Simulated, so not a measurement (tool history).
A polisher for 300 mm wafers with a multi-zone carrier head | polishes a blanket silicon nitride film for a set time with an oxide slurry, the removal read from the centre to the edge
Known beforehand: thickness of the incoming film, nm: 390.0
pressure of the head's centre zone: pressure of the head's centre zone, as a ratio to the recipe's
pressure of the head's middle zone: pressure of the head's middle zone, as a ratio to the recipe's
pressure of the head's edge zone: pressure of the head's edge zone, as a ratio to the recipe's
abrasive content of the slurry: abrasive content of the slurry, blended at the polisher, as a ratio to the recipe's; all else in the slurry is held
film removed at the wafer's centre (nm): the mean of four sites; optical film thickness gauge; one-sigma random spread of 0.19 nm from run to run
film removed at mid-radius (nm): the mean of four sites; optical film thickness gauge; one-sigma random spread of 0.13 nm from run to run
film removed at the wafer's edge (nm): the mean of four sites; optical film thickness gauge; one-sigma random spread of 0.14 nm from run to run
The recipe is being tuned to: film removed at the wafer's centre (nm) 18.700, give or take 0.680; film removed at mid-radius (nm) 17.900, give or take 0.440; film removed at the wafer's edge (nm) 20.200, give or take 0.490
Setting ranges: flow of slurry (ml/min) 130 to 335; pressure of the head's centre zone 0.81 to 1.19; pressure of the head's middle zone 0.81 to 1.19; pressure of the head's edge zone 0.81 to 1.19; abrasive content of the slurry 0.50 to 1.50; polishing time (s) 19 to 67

run,hour,flow of slurry (ml/min),pressure of the head's centre zone,pressure of the head's middle zone,pressure of the head's edge zone,abrasive content of the slurry,polishing time (s),film removed at the wafer's centre (nm),film removed at mid-radius (nm),film removed at the wafer's edge (nm)
1,0.0,215,1.00,1.00,1.00,1.00,43,24.974,24.444,24.438
2,2.9,215,1.00,1.00,0.97,1.00,43,24.967,24.533,24.036
3,9.9,215,1.08,1.00,0.97,1.00,43,27.102,24.697,24.108
4,10.8,215,1.08,1.00,1.00,1.00,43,27.464,24.704,24.347
5,15.7,210,1.06,0.98,0.99,0.95,43,25.626,23.674,23.297
6,20.3,175,1.06,0.98,0.99,0.95,43,24.881,22.759,23.198
7,23.5,170,1.04,0.96,0.98,0.95,43,24.196,22.061,22.880
8,32.0,165,1.02,0.94,0.97,0.95,43,23.438,21.838,22.590
9,38.4,160,1.01,0.93,0.97,0.95,43,23.192,21.557,22.400
10,40.7,135,0.91,0.83,0.96,0.75,43,17.708,16.979,19.117
11,41.9,140,0.91,0.83,0.97,0.75,43,17.704,16.966,19.321
12,48.5,145,0.91,0.83,0.97,0.75,43,17.787,17.247,19.235
13,55.6,150,0.91,0.83,0.98,0.75,43,17.912,17.279,19.682
14,58.7,155,0.91,0.83,0.98,0.75,43,18.220,17.270,19.814

Exactly one of the 5 candidate moves below puts every result within its allowed miss. Which one?
A,61.8,160,0.91,0.83,0.98,0.75,44,?,?,?
B,61.8,150,0.91,0.81,1.08,0.65,45,?,?,?
C,61.8,145,0.86,0.91,1.01,0.75,43,?,?,?
D,61.8,160,0.99,0.81,0.97,0.70,45,?,?,?
E,61.8,235,0.90,0.83,0.90,0.75,41,?,?,?

move,film removed at the wafer's centre (nm),film removed at mid-radius (nm),film removed at the wafer's edge (nm)
A,19.024,17.913,20.557
B,17.456,16.201,19.903
C,17.165,18.225,20.042
D,20.231,17.253,20.037
E,18.864,17.823,19.318
A: all results land within tolerance of their targets
B: misses by more than the last run did
C: brings the result that was furthest off to its target, and leaves another outside
D: misses by more than the last run did
E: brings the result that was furthest off to its target, and leaves another outside
Move A is the one to make.

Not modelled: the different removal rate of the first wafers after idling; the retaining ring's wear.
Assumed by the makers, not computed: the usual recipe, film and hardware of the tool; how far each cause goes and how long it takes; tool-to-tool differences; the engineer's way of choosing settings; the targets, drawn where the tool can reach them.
